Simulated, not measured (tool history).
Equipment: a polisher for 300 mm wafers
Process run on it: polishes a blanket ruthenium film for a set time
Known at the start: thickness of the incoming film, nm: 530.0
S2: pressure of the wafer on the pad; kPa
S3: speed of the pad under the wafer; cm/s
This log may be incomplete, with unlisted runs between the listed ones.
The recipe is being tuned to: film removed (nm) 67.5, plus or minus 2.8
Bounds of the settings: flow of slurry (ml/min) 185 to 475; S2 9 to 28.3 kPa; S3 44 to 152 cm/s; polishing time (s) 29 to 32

Run 1, hour 0: flow of slurry (ml/min) 305, S2 18.6 kPa, S3 98 cm/s, polishing time (s) 32. Result: film removed (nm) 47.513.
Run 2, hour 2.8: flow of slurry (ml/min) 305, S2 20 kPa, S3 98 cm/s, polishing time (s) 32. Result: film removed (nm) 50.754.
Run 3, hour 4: flow of slurry (ml/min) 305, S2 20.7 kPa, S3 98 cm/s, polishing time (s) 32. Result: film removed (nm) 52.836.
Run 4, hour 7.3: flow of slurry (ml/min) 305, S2 23.4 kPa, S3 98 cm/s, polishing time (s) 32. Result: film removed (nm) 56.157.
Run 5, hour 15.8: flow of slurry (ml/min) 305, S2 24.1 kPa, S3 98 cm/s, polishing time (s) 32. Result: film removed (nm) 57.875.
Run 6, hour 17.1: flow of slurry (ml/min) 235, S2 24.1 kPa, S3 98 cm/s, polishing time (s) 32. Result: film removed (nm) 56.542.
Run 7, hour 19.6: flow of slurry (ml/min) 235, S2 24.8 kPa, S3 98 cm/s, polishing time (s) 32. Result: film removed (nm) 57.68.
Run 8, hour 24.3: flow of slurry (ml/min) 235, S2 24.8 kPa, S3 98 cm/s, polishing time (s) 32. Result: film removed (nm) 58.947.
Run 9, hour 25.3: flow of slurry (ml/min) 235, S2 25.5 kPa, S3 98 cm/s, polishing time (s) 32. Result: film removed (nm) 57.842.

Next run, 4 choices. One meets every target within its allowed miss, the rest don't. Which?
Run A, hour 26.3: flow of slurry (ml/min) 240, S2 28.3 kPa, S3 92 cm/s, polishing time (s) 32. Result: film removed (nm) ?.
Run B, hour 26.3: flow of slurry (ml/min) 250, S2 26.9 kPa, S3 106 cm/s, polishing time (s) 32. Result: film removed (nm) ?.
Run C, hour 26.3: flow of slurry (ml/min) 295, S2 24.1 kPa, S3 110 cm/s, polishing time (s) 29. Result: film removed (nm) ?.
Run D, hour 26.3: flow of slurry (ml/min) 210, S2 21.4 kPa, S3 100 cm/s, polishing time (s) 30. Result: film removed (nm) ?.

move  film removed (nm)
   A             60.616
   B             67.209
   C             59.162
   D             48.799
A: moves toward the targets from the last run without getting all of them in spec
B: all results in spec
C: moves toward the targets from the last run without getting all of them in spec
D: its largest miss is bigger than the last run's
Go with B: it meets all targets.

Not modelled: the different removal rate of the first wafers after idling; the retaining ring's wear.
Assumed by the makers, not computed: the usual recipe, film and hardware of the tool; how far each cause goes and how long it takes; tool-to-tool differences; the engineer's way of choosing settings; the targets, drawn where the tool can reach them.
